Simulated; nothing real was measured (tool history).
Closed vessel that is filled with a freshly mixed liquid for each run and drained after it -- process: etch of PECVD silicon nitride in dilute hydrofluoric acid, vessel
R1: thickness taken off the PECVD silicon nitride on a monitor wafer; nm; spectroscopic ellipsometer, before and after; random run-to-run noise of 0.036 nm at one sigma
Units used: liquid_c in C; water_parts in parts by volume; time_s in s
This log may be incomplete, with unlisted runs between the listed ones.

Run 1, day 0.000: liquid_c 25.0 C, water_parts 70 parts by volume, time_s 225 s. Result: R1 13.1850 nm.
Run 2, day 0.117: liquid_c 25.0 C, water_parts 55 parts by volume, time_s 225 s. Result: R1 16.7100 nm.
Run 3, day 0.500: liquid_c 22.5 C, water_parts 60 parts by volume, time_s 225 s. Result: R1 12.9250 nm.
Run 4, day 0.704: liquid_c 21.0 C, water_parts 60 parts by volume, time_s 225 s. Result: R1 11.6870 nm.
Run 5, day 1.042: liquid_c 17.5 C, water_parts 60 parts by volume, time_s 225 s. Result: R1 9.2371 nm.
Run 6, day 1.329: liquid_c 17.5 C, water_parts 45 parts by volume, time_s 225 s. Result: R1 12.1630 nm.
Run 7, day 1.575: liquid_c 17.5 C, water_parts 50 parts by volume, time_s 225 s. Result: R1 10.9790 nm.

Expected results for the next run?
Run 8, day 1.933: liquid_c 17.5 C, water_parts 55 parts by volume, time_s 225 s. Result: R1 ?.

R1: 9.9859 nm

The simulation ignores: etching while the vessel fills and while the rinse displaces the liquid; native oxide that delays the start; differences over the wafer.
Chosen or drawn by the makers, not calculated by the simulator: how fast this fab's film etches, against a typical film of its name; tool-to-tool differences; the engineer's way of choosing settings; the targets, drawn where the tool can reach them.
